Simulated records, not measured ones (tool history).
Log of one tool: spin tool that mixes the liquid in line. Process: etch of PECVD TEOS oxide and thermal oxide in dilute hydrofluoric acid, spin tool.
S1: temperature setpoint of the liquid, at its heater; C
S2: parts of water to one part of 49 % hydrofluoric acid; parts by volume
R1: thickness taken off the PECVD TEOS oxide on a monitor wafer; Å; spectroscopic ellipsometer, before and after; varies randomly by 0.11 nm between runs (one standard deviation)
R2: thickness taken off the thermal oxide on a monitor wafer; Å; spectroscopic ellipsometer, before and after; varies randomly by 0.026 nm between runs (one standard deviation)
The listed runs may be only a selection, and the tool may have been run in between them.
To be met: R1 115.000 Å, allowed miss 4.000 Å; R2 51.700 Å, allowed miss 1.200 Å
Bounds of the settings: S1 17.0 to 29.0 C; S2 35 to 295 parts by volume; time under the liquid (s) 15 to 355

run 1 hour=0.0 | S1=21.0 S2=165 time_under_the_liquid_(s)=180 | R1=92.122 R2=41.843
run 2 hour=2.4 | S1=21.0 S2=190 time_under_the_liquid_(s)=180 | R1=79.947 R2=35.712
run 3 hour=5.5 | S1=22.5 S2=190 time_under_the_liquid_(s)=180 | R1=84.414 R2=37.600
run 4 hour=9.6 | S1=24.0 S2=185 time_under_the_liquid_(s)=180 | R1=89.351 R2=40.797
run 5 hour=18.2 | S1=24.5 S2=180 time_under_the_liquid_(s)=180 | R1=95.391 R2=43.420
run 6 hour=27.1 | S1=24.5 S2=145 time_under_the_liquid_(s)=180 | R1=124.800 R2=55.620
run 7 hour=27.9 | S1=24.0 S2=145 time_under_the_liquid_(s)=180 | R1=121.730 R2=54.672
run 8 hour=36.5 | S1=23.5 S2=145 time_under_the_liquid_(s)=180 | R1=116.680 R2=53.834

4 candidate next runs follow, results not yet known. Just one meets every target within its allowed miss. Identify it.
run A hour=45.1 | S1=23.5 S2=145 time_under_the_liquid_(s)=185 | R1=? R2=?
run B hour=45.1 | S1=19.5 S2=185 time_under_the_liquid_(s)=250 | R1=? R2=?
run C hour=45.1 | S1=23.0 S2=205 time_under_the_liquid_(s)=250 | R1=? R2=?
run D hour=45.1 | S1=18.5 S2=140 time_under_the_liquid_(s)=205 | R1=? R2=?

move=A R1=123.030 R2=54.945
move=B R1=106.930 R2=47.754
move=C R1=108.090 R2=48.271
move=D R1=116.470 R2=52.013
A: further off than the last run
B: the result that was furthest off in the last run now lies on the other side of its target
C: the result that was furthest off in the last run now lies on the other side of its target
D: all results land within tolerance of their targets
D is the move that brings every result within its allowed miss.

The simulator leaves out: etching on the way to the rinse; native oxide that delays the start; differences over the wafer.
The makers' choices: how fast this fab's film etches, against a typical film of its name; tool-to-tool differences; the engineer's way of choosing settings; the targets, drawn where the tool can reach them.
